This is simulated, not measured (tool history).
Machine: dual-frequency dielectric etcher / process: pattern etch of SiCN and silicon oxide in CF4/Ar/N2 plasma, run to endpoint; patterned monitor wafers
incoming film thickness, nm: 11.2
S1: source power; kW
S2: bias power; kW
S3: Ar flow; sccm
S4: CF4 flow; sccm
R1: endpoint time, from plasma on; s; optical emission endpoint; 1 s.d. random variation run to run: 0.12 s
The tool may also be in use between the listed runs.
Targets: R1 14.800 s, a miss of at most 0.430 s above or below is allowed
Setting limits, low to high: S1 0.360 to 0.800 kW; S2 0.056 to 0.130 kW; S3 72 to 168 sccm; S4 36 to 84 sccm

run 1 hour=0.0 | S1=0.580 S2=0.093 S3=120 S4=60 | R1=11.344
run 2 hour=5.0 | S1=0.580 S2=0.079 S3=120 S4=60 | R1=12.151
run 3 hour=9.3 | S1=0.580 S2=0.092 S3=120 S4=60 | R1=11.316
run 4 hour=15.7 | S1=0.660 S2=0.092 S3=120 S4=60 | R1=10.437
run 5 hour=20.9 | S1=0.620 S2=0.090 S3=121 S4=60 | R1=10.815
run 6 hour=24.7 | S1=0.620 S2=0.090 S3=121 S4=68 | R1=10.594
run 7 hour=25.8 | S1=0.580 S2=0.088 S3=121 S4=68 | R1=11.282
run 8 hour=30.8 | S1=0.550 S2=0.087 S3=121 S4=68 | R1=11.692
run 9 hour=34.6 | S1=0.520 S2=0.086 S3=121 S4=68 | R1=12.286
run 10 hour=39.2 | S1=0.500 S2=0.085 S3=121 S4=68 | R1=12.809
run 11 hour=41.7 | S1=0.490 S2=0.085 S3=121 S4=68 | R1=13.126

Consider the 4 candidate settings below. Which is the only one whose results all fall within their allowed miss of target?
run A hour=44.2 | S1=0.410 S2=0.075 S3=134 S4=67 | R1=?
run B hour=44.2 | S1=0.560 S2=0.087 S3=119 S4=63 | R1=?
run C hour=44.2 | S1=0.560 S2=0.103 S3=132 S4=59 | R1=?
run D hour=44.2 | S1=0.410 S2=0.085 S3=116 S4=64 | R1=?

move=A R1=15.985
move=B R1=11.860
move=C R1=11.444
move=D R1=14.961
A: takes the result that was furthest off past its target
B: misses by more than the last run did
C: misses by more than the last run did
D: every result within its allowed miss
D meets every target.
